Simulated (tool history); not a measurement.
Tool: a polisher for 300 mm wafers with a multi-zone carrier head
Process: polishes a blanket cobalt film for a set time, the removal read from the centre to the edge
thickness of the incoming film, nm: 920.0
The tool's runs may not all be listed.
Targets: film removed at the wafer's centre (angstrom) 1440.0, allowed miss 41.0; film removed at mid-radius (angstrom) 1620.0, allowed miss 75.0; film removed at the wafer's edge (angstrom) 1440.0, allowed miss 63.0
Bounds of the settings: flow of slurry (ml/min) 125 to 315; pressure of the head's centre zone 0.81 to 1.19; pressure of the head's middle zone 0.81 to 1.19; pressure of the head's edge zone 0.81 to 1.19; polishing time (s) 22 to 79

run,hour,flow of slurry (ml/min),pressure of the head's centre zone,pressure of the head's middle zone,pressure of the head's edge zone,polishing time (s),film removed at the wafer's centre (angstrom),film removed at mid-radius (angstrom),film removed at the wafer's edge (angstrom)
1,0.0,205,1.00,1.00,1.00,50,2908.7,2777.7,2779.4
2,4.8,205,0.99,1.00,0.98,47,2702.7,2671.1,2664.3
3,11.4,195,0.99,1.00,0.96,44,2501.6,2434.1,2410.9
4,18.4,175,0.99,1.00,0.96,44,2479.0,2361.2,2384.1
5,24.4,175,0.98,1.01,0.95,42,2326.5,2276.3,2271.5
6,30.7,200,0.98,1.01,0.95,42,2366.3,2360.6,2297.5
7,38.5,200,0.97,1.01,0.94,40,2231.7,2205.9,2227.3
8,46.1,195,0.97,1.03,0.93,38,2122.9,2154.6,2040.6

Which of these 4 next moves meets every target?
A,53.7,165,1.01,1.03,0.95,43,?,?,?
B,53.7,215,0.92,1.10,0.91,27,?,?,?
C,53.7,205,0.94,0.97,0.93,33,?,?,?
D,53.7,180,0.81,0.84,1.03,30,?,?,?

move,film removed at the wafer's centre (angstrom),film removed at mid-radius (angstrom),film removed at the wafer's edge (angstrom)
A,2423.8,2399.3,2294.6
B,1450.1,1659.7,1453.8
C,1796.4,1812.1,1789.1
D,1373.9,1435.5,1686.3
A: further off than the last run
B: meets every target
C: nearer than the last run, and not there yet
D: takes the result that was furthest off past its target
Move B is the one to make.
